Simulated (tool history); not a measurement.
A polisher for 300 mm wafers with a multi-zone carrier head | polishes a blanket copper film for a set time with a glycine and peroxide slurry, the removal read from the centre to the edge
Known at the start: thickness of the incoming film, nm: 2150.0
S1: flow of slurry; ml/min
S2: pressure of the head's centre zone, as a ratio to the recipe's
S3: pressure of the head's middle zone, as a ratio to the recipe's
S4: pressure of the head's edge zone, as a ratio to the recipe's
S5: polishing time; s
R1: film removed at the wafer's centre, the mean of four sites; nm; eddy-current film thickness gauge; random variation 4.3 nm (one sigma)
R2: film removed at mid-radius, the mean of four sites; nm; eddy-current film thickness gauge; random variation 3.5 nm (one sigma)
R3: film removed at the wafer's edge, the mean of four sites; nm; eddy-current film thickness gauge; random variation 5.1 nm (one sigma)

run	hour	S1	S2	S3	S4	S5	R1	R2	R3
1	0	150	1	1	1	71	522.67	539.07	534.55
2	6	120	1	1	1	71	510.56	510.25	542.3
3	11.8	150	1	1	1	71	531.72	529.74	546.07
4	19	150	1	0.95	1	71	537.94	517.68	543.37
# hour 27.7: worn pad replaced by a new one
5	27.7	150	0.97	0.96	0.98	67	514.05	508.03	542.3
6	31.9	115	0.97	0.96	0.98	67	477.76	486.75	509.06
7	36.7	115	0.96	0.98	0.97	62	441.57	447.53	471.4
8	44.8	115	0.95	1.01	0.96	59	402.37	437.89	451.58

The next listed run, before its measurement:
9	47.7	115	0.95	1.02	0.95	57	?	?	?

R1: 400.67 nm
R2: 420.7 nm
R3: 436.94 nm

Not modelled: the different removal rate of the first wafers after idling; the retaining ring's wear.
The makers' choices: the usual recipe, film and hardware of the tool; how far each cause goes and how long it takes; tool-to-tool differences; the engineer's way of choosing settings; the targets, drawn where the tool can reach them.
